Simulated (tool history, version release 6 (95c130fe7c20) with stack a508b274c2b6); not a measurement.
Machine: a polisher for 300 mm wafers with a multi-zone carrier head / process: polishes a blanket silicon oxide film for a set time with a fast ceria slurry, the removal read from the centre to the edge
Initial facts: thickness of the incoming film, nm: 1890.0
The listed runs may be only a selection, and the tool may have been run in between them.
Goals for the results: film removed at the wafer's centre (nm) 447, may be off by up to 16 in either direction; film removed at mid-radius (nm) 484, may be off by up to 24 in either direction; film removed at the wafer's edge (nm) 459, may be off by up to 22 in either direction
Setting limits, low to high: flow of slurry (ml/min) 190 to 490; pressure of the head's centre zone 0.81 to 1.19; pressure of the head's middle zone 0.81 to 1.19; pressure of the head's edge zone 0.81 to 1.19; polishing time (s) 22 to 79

run    day  flow of slurry (ml/min)  pressure of the head's centre zone  pressure of the head's middle zone  pressure of the head's edge zone  polishing time (s)  film removed at the wafer's centre (nm)  film removed at mid-radius (nm)  film removed at the wafer's edge (nm)
  1      0                      315                                   1                                   1                                 1                  50                                    567.4                           635.97                                 603.95
  2  0.192                      315                                   1                                0.99                              0.98                  48                                   543.92                              594                                 586.96
  3   0.55                      315                                0.96                                0.99                              0.98                  48                                   520.07                           587.59                                 587.67
  4   0.75                      240                                0.96                                0.99                              0.98                  48                                   501.98                           579.11                                 570.55
  5  0.879                      240                                1.01                                0.99                              0.98                  48                                    522.7                           591.42                                 581.24
  6   1.15                      265                                1.01                                   1                              0.97                  46                                   511.08                           583.48                                 548.93
     1.479  -- centre zone pressure recalibrated
  7  1.479                      275                                1.01                                0.99                              0.96                  44                                   537.57                           530.61                                 534.76
  8  1.729                      270                                   1                                   1                              0.95                  43                                   524.78                           527.35                                 517.44
  9  1.846                      265                                0.98                                1.01                              0.95                  42                                   502.83                           502.84                                 500.47
 10  2.179                      255                                0.97                                1.02                              0.96                  42                                   492.25                           517.46                                 506.88
 11  2.354                      250                                0.96                                1.03                              0.96                  41                                   482.39                           512.59                                 487.53
 12  2.562                      245                                0.95                                1.03                              0.96                  41                                    478.2                           515.83                                 490.49
 13  2.888                      240                                0.94                                1.03                              0.96                  41                                   457.64                           518.76                                 490.64
 14  3.254                      240                                0.94                                1.03                              0.96                  41                                   463.74                           501.41                                  484.8
 15  3.525                      235                                0.94                                1.03                              0.96                  41                                   463.94                           502.57                                 481.33
 16  3.854                      235                                0.94                                1.03                              0.96                  41                                   453.42                           505.21                                 477.66
 17  4.029                      235                                0.94                                1.03                              0.96                  41                                    459.6                           521.47                                 479.29
 18    4.3                      235                                0.94                                1.03                              0.95                  41                                   466.67                           513.71                                 476.07

Which single option among these 4 for the next run brings every result within its allowed miss of target? Just one does.
  A  4.571                      375                                1.08                                0.94                              0.86                  37                                        ?                                ?                                      ?
  B  4.571                      260                                0.98                                   1                              0.99                  41                                        ?                                ?                                      ?
  C  4.571                      195                                0.86                                1.19                              0.87                  44                                        ?                                ?                                      ?
  D  4.571                      295                                0.96                                1.02                              0.94                  38                                        ?                                ?                                      ?

move  film removed at the wafer's centre (nm)  film removed at mid-radius (nm)  film removed at the wafer's edge (nm)
   A                                   509.32                           446.11                                 431.64
   B                                   490.94                           501.45                                 495.64
   C                                   440.18                           597.86                                 483.36
   D                                   453.18                           479.84                                 453.21
A: pushes the last run's worst result past its target
B: the worst result of the last run now meets its target, but another is out of spec
C: misses by more than the last run did
D: all results in spec
D is the move that brings every result within its allowed miss.
